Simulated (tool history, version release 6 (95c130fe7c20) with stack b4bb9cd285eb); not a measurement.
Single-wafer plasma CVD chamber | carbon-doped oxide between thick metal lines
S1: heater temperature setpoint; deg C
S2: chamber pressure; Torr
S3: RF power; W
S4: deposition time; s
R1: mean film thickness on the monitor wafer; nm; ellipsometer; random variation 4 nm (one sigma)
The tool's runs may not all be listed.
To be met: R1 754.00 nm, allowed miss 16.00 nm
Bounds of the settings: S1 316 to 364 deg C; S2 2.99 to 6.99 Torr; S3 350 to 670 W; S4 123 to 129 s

run 1 hour=0.0 | S1=340 S2=4.99 S3=510 S4=129 | R1=654.88
run 2 hour=3.2 | S1=339 S2=5.18 S3=520 S4=129 | R1=661.63
run 3 hour=5.7 | S1=338 S2=5.25 S3=535 S4=129 | R1=685.09
run 4 hour=10.7 | S1=338 S2=5.25 S3=480 S4=129 | R1=619.28
run 5 hour=16.2 | S1=338 S2=5.27 S3=495 S4=129 | R1=641.78
run 6 hour=19.1 | S1=338 S2=5.27 S3=495 S4=123 | R1=612.51
run 7 hour=26.3 | S1=338 S2=5.29 S3=510 S4=123 | R1=627.80
run 8 hour=31.5 | S1=338 S2=5.31 S3=525 S4=123 | R1=644.25
run 9 hour=35.1 | S1=338 S2=5.33 S3=540 S4=123 | R1=666.82
run 10 hour=42.4 | S1=338 S2=5.40 S3=550 S4=123 | R1=670.40
run 11 hour=48.8 | S1=329 S2=6.32 S3=625 S4=124 | R1=789.39
run 12 hour=52.6 | S1=330 S2=6.25 S3=625 S4=124 | R1=791.14

5 next moves are on the table. One of them brings every result within its allowed miss. Which?
run A hour=56.4 | S1=333 S2=6.37 S3=635 S4=129 | R1=?
run B hour=56.4 | S1=329 S2=5.06 S3=620 S4=123 | R1=?
run C hour=56.4 | S1=342 S2=6.17 S3=665 S4=126 | R1=?
run D hour=56.4 | S1=331 S2=6.11 S3=565 S4=123 | R1=?
run E hour=56.4 | S1=326 S2=5.98 S3=570 S4=123 | R1=?

move=A R1=823.76
move=B R1=756.83
move=C R1=812.41
move=D R1=713.95
move=E R1=727.65
A: further off than the last run
B: meets every target
C: further off than the last run
D: takes the result that was furthest off past its target
E: takes the result that was furthest off past its target
Move B is the one to make.

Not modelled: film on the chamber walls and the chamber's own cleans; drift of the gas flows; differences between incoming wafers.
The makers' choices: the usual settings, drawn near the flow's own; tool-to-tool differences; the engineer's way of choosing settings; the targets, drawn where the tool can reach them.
